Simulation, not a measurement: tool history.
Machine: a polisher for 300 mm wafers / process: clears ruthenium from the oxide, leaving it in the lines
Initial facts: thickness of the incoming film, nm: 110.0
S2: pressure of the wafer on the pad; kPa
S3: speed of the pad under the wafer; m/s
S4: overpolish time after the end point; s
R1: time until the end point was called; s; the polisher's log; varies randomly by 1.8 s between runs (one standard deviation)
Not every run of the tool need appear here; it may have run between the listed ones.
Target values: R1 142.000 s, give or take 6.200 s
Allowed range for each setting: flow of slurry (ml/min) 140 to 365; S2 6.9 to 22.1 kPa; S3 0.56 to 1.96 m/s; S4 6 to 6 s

run 1 hour=0.0 | flow_of_slurry_(ml/min)=235 S2=14.5 S3=1.26 S4=6 | R1=77.201
run 2 hour=5.1 | flow_of_slurry_(ml/min)=235 S2=13.8 S3=1.24 S4=6 | R1=82.224
run 3 hour=6.1 | flow_of_slurry_(ml/min)=235 S2=17.2 S3=1.24 S4=6 | R1=65.624
run 4 hour=14.5 | flow_of_slurry_(ml/min)=235 S2=15.9 S3=1.22 S4=6 | R1=73.684
run 5 hour=23.4 | flow_of_slurry_(ml/min)=235 S2=15.2 S3=1.20 S4=6 | R1=76.865
run 6 hour=28.0 | flow_of_slurry_(ml/min)=235 S2=15.2 S3=1.20 S4=6 | R1=76.839
run 7 hour=31.7 | flow_of_slurry_(ml/min)=235 S2=14.5 S3=1.18 S4=6 | R1=80.758
run 8 hour=34.1 | flow_of_slurry_(ml/min)=230 S2=10.3 S3=1.04 S4=6 | R1=123.980

Which one of the following 4 next-run settings gets every result inside its allowed miss? There is exactly one.
run A hour=36.5 | flow_of_slurry_(ml/min)=210 S2=11.0 S3=1.08 S4=6 | R1=?
run B hour=36.5 | flow_of_slurry_(ml/min)=255 S2=8.3 S3=1.12 S4=6 | R1=?
run C hour=36.5 | flow_of_slurry_(ml/min)=280 S2=8.3 S3=1.02 S4=6 | R1=?
run D hour=36.5 | flow_of_slurry_(ml/min)=175 S2=9.0 S3=0.96 S4=6 | R1=?

move=A R1=115.300
move=B R1=141.970
move=C R1=153.810
move=D R1=161.370
A: moves away from the targets compared with the last run
B: all results land within tolerance of their targets
C: takes the biggest miss from the last run beyond its target
D: takes the biggest miss from the last run beyond its target
B meets every target.
